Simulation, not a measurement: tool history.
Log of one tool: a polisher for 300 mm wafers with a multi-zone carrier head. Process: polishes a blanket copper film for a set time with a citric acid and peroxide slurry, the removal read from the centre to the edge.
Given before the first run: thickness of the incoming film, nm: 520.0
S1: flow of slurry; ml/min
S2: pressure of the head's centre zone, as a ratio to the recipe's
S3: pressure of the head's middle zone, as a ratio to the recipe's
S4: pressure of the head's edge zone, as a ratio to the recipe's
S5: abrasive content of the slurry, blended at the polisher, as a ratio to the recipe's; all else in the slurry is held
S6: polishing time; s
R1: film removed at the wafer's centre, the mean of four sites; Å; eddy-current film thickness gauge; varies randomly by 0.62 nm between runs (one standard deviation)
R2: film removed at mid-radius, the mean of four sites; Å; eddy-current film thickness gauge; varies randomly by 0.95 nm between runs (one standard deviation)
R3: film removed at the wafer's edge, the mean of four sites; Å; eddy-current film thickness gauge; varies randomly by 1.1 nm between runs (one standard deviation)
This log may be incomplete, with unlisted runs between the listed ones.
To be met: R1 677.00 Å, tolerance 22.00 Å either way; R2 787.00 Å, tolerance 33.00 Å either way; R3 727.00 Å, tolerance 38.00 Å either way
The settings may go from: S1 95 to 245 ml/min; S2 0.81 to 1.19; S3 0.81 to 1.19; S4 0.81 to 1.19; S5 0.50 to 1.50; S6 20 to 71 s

run,hour,S1,S2,S3,S4,S5,S6,R1,R2,R3
1,0.0,155,1.00,1.00,1.00,1.00,45,558.88,550.79,565.91
2,6.3,165,1.00,1.04,1.02,1.10,46,588.73,599.94,596.29
3,13.4,165,1.08,1.04,1.02,1.10,46,619.75,602.72,599.91
4,14.5,165,1.08,1.04,1.09,1.10,46,629.87,607.46,624.07
5,22.2,165,1.08,0.98,1.09,1.10,46,623.88,574.69,608.51
6,28.4,165,1.08,0.98,1.06,1.10,46,624.58,571.65,605.03
7,30.2,170,1.07,1.02,1.08,1.15,46,620.19,592.50,625.42
8,37.1,170,1.06,1.06,1.07,1.15,47,624.99,622.08,631.44

Of the 5 settings listed for the next run, only one would bring every result within its allowed miss of target. Which one?
A,44.0,205,1.06,1.10,1.11,1.20,50,?,?,?
B,44.0,145,0.86,1.06,1.19,1.35,59,?,?,?
C,44.0,165,0.91,1.12,1.19,1.20,57,?,?,?
D,44.0,165,0.95,1.16,1.05,1.50,52,?,?,?
E,44.0,125,0.98,0.92,1.19,1.10,62,?,?,?

move,R1,R2,R3
A,700.89,720.71,697.23
B,682.19,802.94,837.71
C,688.25,809.21,803.18
D,675.79,791.15,720.02
E,739.80,710.02,834.94
A: gains on the last run, yet a result remains outside its allowed miss
B: brings the last run's worst result on target, with another outside its allowed miss
C: brings the last run's worst result on target, with another outside its allowed miss
D: every result within its allowed miss
E: gains on the last run, yet a result remains outside its allowed miss
Correct choice: D, which meets every target

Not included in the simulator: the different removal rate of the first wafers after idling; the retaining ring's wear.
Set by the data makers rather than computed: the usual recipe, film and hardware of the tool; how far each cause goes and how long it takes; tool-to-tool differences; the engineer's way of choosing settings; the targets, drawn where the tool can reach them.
